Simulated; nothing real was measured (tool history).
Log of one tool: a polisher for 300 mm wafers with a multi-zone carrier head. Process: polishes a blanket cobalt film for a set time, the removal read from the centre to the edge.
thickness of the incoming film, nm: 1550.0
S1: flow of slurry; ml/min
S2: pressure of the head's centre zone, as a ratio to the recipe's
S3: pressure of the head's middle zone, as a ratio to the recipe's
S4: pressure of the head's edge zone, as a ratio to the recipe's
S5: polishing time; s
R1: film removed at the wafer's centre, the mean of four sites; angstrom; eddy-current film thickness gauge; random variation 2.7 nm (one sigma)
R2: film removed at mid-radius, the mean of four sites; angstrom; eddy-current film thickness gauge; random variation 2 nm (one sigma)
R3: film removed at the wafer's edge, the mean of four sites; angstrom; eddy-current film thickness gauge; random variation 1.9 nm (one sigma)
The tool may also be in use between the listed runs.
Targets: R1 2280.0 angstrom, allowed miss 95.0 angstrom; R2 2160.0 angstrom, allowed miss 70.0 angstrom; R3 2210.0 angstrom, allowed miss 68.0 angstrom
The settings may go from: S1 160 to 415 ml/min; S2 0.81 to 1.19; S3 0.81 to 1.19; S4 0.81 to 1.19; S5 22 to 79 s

run	day	S1	S2	S3	S4	S5	R1	R2	R3
1	0.000	265	1.00	1.00	1.00	50	1438.4	1408.1	1449.7
2	0.225	270	1.01	1.01	1.02	52	1513.4	1501.6	1512.1
3	0.562	270	1.02	1.01	1.03	54	1598.6	1552.2	1571.5
4	0.583	270	1.05	1.01	1.03	54	1639.6	1540.0	1558.0
5	0.817	225	1.05	1.01	1.03	54	1620.3	1516.9	1555.5
6	1.025	225	1.05	1.01	1.04	56	1651.2	1589.4	1624.2
7	1.212	225	1.06	1.01	1.05	58	1749.2	1630.1	1735.7
8	1.296	295	1.16	1.11	1.15	66	2250.7	2054.1	2047.9

Which of these 4 next moves meets every target?
A	1.379	320	1.08	1.10	1.15	65	?	?	?
B	1.379	295	1.05	0.92	1.19	72	?	?	?
C	1.379	265	0.92	1.07	1.17	78	?	?	?
D	1.379	290	1.09	1.06	1.15	72	?	?	?

move	R1	R2	R3
A	2048.7	2064.2	1993.0
B	2189.5	1955.2	2232.5
C	2060.9	2389.2	2384.1
D	2272.7	2200.1	2197.3
A: further off than the last run
B: brings the result that was furthest off to its target, and leaves another outside
C: takes the result that was furthest off past its target
D: meets every target
The right move is D.
